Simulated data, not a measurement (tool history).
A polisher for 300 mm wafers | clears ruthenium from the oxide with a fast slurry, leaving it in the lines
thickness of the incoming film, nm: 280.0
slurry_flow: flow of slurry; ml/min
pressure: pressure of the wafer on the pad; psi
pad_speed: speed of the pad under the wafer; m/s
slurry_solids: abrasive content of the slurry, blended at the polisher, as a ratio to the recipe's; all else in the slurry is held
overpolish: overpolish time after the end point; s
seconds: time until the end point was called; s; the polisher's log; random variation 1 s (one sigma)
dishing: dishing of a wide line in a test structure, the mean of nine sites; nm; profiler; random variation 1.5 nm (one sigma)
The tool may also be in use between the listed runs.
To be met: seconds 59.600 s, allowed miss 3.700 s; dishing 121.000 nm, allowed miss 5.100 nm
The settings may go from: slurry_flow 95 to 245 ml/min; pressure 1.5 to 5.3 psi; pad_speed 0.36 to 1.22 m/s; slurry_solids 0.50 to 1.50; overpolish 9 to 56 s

| run | day | slurry_flow | pressure | pad_speed | slurry_solids | overpolish | seconds | dishing |
|---|---|---|---|---|---|---|---|---|
| 1 | 0.000 | 155 | 3.4 | 0.78 | 1.00 | 29 | 70.265 | 79.107 |
| 2 | 0.050 | 155 | 3.4 | 0.78 | 1.10 | 29 | 66.555 | 78.530 |
| 3 | 0.121 | 155 | 3.8 | 0.78 | 1.10 | 29 | 59.683 | 88.690 |
| 4 | 0.392 | 150 | 3.9 | 0.78 | 1.05 | 31 | 60.694 | 91.488 |
| 5 | 0.588 | 120 | 3.9 | 0.78 | 1.05 | 31 | 62.187 | 87.951 |
| 6 | 0.696 | 125 | 4.0 | 0.78 | 1.05 | 33 | 61.505 | 96.220 |
| 7 | 1.033 | 125 | 4.0 | 0.78 | 1.05 | 33 | 60.580 | 95.304 |
| 8 | 1.117 | 120 | 4.1 | 0.78 | 1.05 | 44 | 60.241 | 114.380 |

Which of these 5 next moves meets every target?
| A | 1.200 | 135 | 3.5 | 0.72 | 1.05 | 49 | ? | ? |
| B | 1.200 | 135 | 3.4 | 0.90 | 1.30 | 49 | ? | ? |
| C | 1.200 | 180 | 3.9 | 0.76 | 0.95 | 38 | ? | ? |
| D | 1.200 | 95 | 4.3 | 0.74 | 1.00 | 38 | ? | ? |
| E | 1.200 | 150 | 3.7 | 0.80 | 1.20 | 41 | ? | ? |

| move | seconds | dishing |
|---|---|---|
| A | 72.454 | 106.440 |
| B | 59.342 | 118.790 |
| C | 62.501 | 99.832 |
| D | 62.979 | 99.361 |
| E | 60.042 | 107.040 |
A: further off than the last run
B: meets every target
C: further off than the last run
D: further off than the last run
E: further off than the last run
The right move is B.
